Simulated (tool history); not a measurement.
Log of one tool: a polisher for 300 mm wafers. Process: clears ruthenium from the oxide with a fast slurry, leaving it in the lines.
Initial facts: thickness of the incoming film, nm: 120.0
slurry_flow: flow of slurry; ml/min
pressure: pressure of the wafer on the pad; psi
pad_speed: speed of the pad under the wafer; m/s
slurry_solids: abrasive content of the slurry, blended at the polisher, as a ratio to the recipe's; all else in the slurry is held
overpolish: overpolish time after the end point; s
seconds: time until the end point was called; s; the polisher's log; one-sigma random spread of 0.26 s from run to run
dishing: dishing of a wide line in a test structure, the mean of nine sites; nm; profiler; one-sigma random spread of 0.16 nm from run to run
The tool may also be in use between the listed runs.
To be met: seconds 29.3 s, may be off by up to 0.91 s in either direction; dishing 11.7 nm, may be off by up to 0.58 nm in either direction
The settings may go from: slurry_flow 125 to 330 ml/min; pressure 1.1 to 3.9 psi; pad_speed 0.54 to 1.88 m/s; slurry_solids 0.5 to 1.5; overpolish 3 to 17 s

run 1 hour=0 | slurry_flow=210 pressure=2.5 pad_speed=1.2 slurry_solids=1 overpolish=9 | seconds=26.205 dishing=37.346
run 2 hour=5 | slurry_flow=210 pressure=2.5 pad_speed=1.46 slurry_solids=1 overpolish=9 | seconds=21.785 dishing=43.579
run 3 hour=7.7 | slurry_flow=210 pressure=2.5 pad_speed=1.68 slurry_solids=1 overpolish=9 | seconds=18.753 dishing=49.482
run 4 hour=13.9 | slurry_flow=210 pressure=2.5 pad_speed=1.88 slurry_solids=1 overpolish=9 | seconds=17.301 dishing=51.624
run 5 hour=15.2 | slurry_flow=210 pressure=2.8 pad_speed=1.88 slurry_solids=1 overpolish=9 | seconds=15.715 dishing=57.07
run 6 hour=17.7 | slurry_flow=210 pressure=2.8 pad_speed=1.88 slurry_solids=1 overpolish=9 | seconds=15.455 dishing=57.829
run 7 hour=19 | slurry_flow=240 pressure=2.1 pad_speed=1.62 slurry_solids=1 overpolish=5 | seconds=21.221 dishing=25.447
run 8 hour=26.9 | slurry_flow=255 pressure=1.9 pad_speed=1.62 slurry_solids=0.95 overpolish=5 | seconds=23.465 dishing=24.077
run 9 hour=34.6 | slurry_flow=235 pressure=1.8 pad_speed=1.56 slurry_solids=1.05 overpolish=5 | seconds=23.69 dishing=23.053
run 10 hour=39.6 | slurry_flow=225 pressure=1.7 pad_speed=1.48 slurry_solids=1.1 overpolish=5 | seconds=25.943 dishing=21.241
run 11 hour=42.8 | slurry_flow=205 pressure=1.1 pad_speed=1.48 slurry_solids=1.1 overpolish=3 | seconds=32.413 dishing=10.687
run 12 hour=47 | slurry_flow=205 pressure=1.1 pad_speed=1.5 slurry_solids=1.1 overpolish=3 | seconds=32.086 dishing=10.769

Pick the move, out of 4, that brings all results within their allowed miss; only one does.
run A hour=51.2 | slurry_flow=155 pressure=1.4 pad_speed=1.7 slurry_solids=1 overpolish=3 | seconds=? dishing=?
run B hour=51.2 | slurry_flow=165 pressure=1.1 pad_speed=1.6 slurry_solids=1.3 overpolish=3 | seconds=? dishing=?
run C hour=51.2 | slurry_flow=155 pressure=1.1 pad_speed=1.4 slurry_solids=1.3 overpolish=3 | seconds=? dishing=?
run D hour=51.2 | slurry_flow=230 pressure=1.1 pad_speed=1.4 slurry_solids=1.1 overpolish=3 | seconds=? dishing=?

move=A seconds=27.588 dishing=12.546
move=B seconds=28.816 dishing=12.029
move=C seconds=33.219 dishing=10.478
move=D seconds=33.651 dishing=10.347
A: takes the biggest miss from the last run beyond its target
B: every result within its allowed miss
C: moves away from the targets compared with the last run
D: moves away from the targets compared with the last run
Move B is the one to make.
